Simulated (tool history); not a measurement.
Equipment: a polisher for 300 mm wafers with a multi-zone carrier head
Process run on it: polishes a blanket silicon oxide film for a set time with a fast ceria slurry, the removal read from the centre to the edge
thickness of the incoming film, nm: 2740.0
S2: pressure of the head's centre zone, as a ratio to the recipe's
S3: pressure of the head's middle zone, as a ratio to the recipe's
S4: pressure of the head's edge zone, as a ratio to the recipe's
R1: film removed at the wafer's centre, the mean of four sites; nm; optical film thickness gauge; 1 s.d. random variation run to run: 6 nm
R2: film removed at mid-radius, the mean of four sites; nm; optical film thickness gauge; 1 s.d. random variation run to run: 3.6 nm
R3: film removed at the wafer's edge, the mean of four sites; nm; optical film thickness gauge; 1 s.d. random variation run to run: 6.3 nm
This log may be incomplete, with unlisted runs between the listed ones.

{"run": 1, "hour": 0.0, "flow of slurry (ml/min)": 130, "S2": 1.0, "S3": 1.0, "S4": 1.0, "polishing time (s)": 49, "R1": 821.28, "R2": 813.56, "R3": 805.37}
{"run": 2, "hour": 1.4, "flow of slurry (ml/min)": 130, "S2": 1.0, "S3": 1.0, "S4": 1.0, "polishing time (s)": 60, "R1": 1007.4, "R2": 995.53, "R3": 1000.5}
{"run": 3, "hour": 2.7, "flow of slurry (ml/min)": 130, "S2": 1.0, "S3": 1.09, "S4": 1.0, "polishing time (s)": 60, "R1": 1024.4, "R2": 1071.8, "R3": 991.41}
{"run": 4, "hour": 3.5, "flow of slurry (ml/min)": 120, "S2": 0.99, "S3": 1.02, "S4": 0.97, "polishing time (s)": 49, "R1": 788.88, "R2": 811.19, "R3": 801.42}
{"run": 5, "hour": 10.3, "flow of slurry (ml/min)": 120, "S2": 0.99, "S3": 1.02, "S4": 0.97, "polishing time (s)": 44, "R1": 717.76, "R2": 735.92, "R3": 704.18}
{"run": 6, "hour": 18.6, "flow of slurry (ml/min)": 115, "S2": 0.98, "S3": 0.98, "S4": 0.96, "polishing time (s)": 38, "R1": 607.66, "R2": 605.54, "R3": 623.64}
{"run": 7, "hour": 20.4, "flow of slurry (ml/min)": 120, "S2": 0.97, "S3": 0.96, "S4": 0.94, "polishing time (s)": 34, "R1": 552.07, "R2": 534.0, "R3": 551.69}

Expected results for the next run?
{"run": 8, "hour": 23.6, "flow of slurry (ml/min)": 125, "S2": 0.94, "S3": 0.94, "S4": 0.91, "polishing time (s)": 33, "R1": "?", "R2": "?", "R3": "?"}

Run 8 produced R1 520.68 nm, R2 510.97 nm, R3 520.57 nm.

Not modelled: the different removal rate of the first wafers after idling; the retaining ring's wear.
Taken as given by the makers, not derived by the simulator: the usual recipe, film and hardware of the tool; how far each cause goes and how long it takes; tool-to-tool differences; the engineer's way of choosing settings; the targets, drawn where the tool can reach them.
